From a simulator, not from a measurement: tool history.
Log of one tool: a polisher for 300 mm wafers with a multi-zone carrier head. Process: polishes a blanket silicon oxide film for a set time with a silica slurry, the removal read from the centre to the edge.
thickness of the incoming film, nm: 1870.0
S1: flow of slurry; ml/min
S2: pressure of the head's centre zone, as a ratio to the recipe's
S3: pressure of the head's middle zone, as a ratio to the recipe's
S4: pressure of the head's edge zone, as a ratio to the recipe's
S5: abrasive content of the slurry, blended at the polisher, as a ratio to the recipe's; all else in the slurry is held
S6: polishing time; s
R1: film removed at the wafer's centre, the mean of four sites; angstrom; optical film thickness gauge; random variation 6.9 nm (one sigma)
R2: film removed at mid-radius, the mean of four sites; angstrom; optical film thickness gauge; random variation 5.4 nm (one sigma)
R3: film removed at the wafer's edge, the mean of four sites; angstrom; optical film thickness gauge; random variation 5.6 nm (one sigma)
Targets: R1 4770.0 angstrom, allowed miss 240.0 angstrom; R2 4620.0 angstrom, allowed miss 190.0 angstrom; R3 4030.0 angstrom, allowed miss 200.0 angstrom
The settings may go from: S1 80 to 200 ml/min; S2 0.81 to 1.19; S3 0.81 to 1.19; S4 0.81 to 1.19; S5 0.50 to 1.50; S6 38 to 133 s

{"run": 1, "hour": 0.0, "S1": 130, "S2": 1.0, "S3": 1.0, "S4": 1.0, "S5": 1.0, "S6": 85, "R1": 3443.1, "R2": 3315.4, "R3": 3275.6}
{"run": 2, "hour": 8.6, "S1": 130, "S2": 0.93, "S3": 1.0, "S4": 1.0, "S5": 1.0, "S6": 85, "R1": 3123.2, "R2": 3309.8, "R3": 3199.4}
{"run": 3, "hour": 16.8, "S1": 130, "S2": 0.88, "S3": 1.0, "S4": 1.0, "S5": 1.0, "S6": 85, "R1": 3036.5, "R2": 3289.9, "R3": 3187.7}
{"run": 4, "hour": 22.5, "S1": 130, "S2": 0.88, "S3": 1.0, "S4": 1.03, "S5": 1.0, "S6": 85, "R1": 2948.7, "R2": 3260.8, "R3": 3259.3}
{"run": 5, "hour": 28.6, "S1": 140, "S2": 0.94, "S3": 1.03, "S4": 1.03, "S5": 1.05, "S6": 85, "R1": 3266.7, "R2": 3472.9, "R3": 3320.9}
{"run": 6, "hour": 35.2, "S1": 140, "S2": 0.94, "S3": 1.03, "S4": 1.03, "S5": 0.9, "S6": 85, "R1": 3029.1, "R2": 3244.3, "R3": 3172.5}
{"run": 7, "hour": 39.5, "S1": 145, "S2": 0.98, "S3": 1.05, "S4": 1.03, "S5": 1.0, "S6": 86, "R1": 3340.3, "R2": 3514.4, "R3": 3394.8}
{"run": 8, "hour": 40.7, "S1": 150, "S2": 1.02, "S3": 1.07, "S4": 1.01, "S5": 1.1, "S6": 86, "R1": 3675.1, "R2": 3769.2, "R3": 3507.0}
{"run": 9, "hour": 49.3, "S1": 155, "S2": 1.05, "S3": 1.09, "S4": 1.01, "S5": 1.15, "S6": 86, "R1": 3849.6, "R2": 3933.7, "R3": 3447.7}
{"run": 10, "hour": 57.1, "S1": 170, "S2": 1.09, "S3": 1.06, "S4": 1.07, "S5": 1.4, "S6": 89, "R1": 4426.9, "R2": 4273.7, "R3": 4063.3}

4 next moves are on the table. One of them brings every result within its allowed miss. Which?
{"run": "A", "hour": 64.9, "S1": 200, "S2": 1.03, "S3": 1.15, "S4": 1.08, "S5": 1.5, "S6": 81, "R1": "?", "R2": "?", "R3": "?"}
{"run": "B", "hour": 64.9, "S1": 170, "S2": 0.99, "S3": 0.98, "S4": 1.18, "S5": 1.5, "S6": 85, "R1": "?", "R2": "?", "R3": "?"}
{"run": "C", "hour": 64.9, "S1": 185, "S2": 1.05, "S3": 0.98, "S4": 1.19, "S5": 1.5, "S6": 87, "R1": "?", "R2": "?", "R3": "?"}
{"run": "D", "hour": 64.9, "S1": 160, "S2": 1.15, "S3": 1.12, "S4": 1.02, "S5": 1.4, "S6": 91, "R1": "?", "R2": "?", "R3": "?"}

move=A R1=4017.7 R2=4426.2 R3=3882.7
move=B R1=3973.0 R2=3963.0 R3=4197.7
move=C R1=4329.0 R2=4104.0 R3=4353.0
move=D R1=4672.9 R2=4601.6 R3=4055.3
A: further off than the last run
B: further off than the last run
C: further off than the last run
D: meets every target
The right move is D.

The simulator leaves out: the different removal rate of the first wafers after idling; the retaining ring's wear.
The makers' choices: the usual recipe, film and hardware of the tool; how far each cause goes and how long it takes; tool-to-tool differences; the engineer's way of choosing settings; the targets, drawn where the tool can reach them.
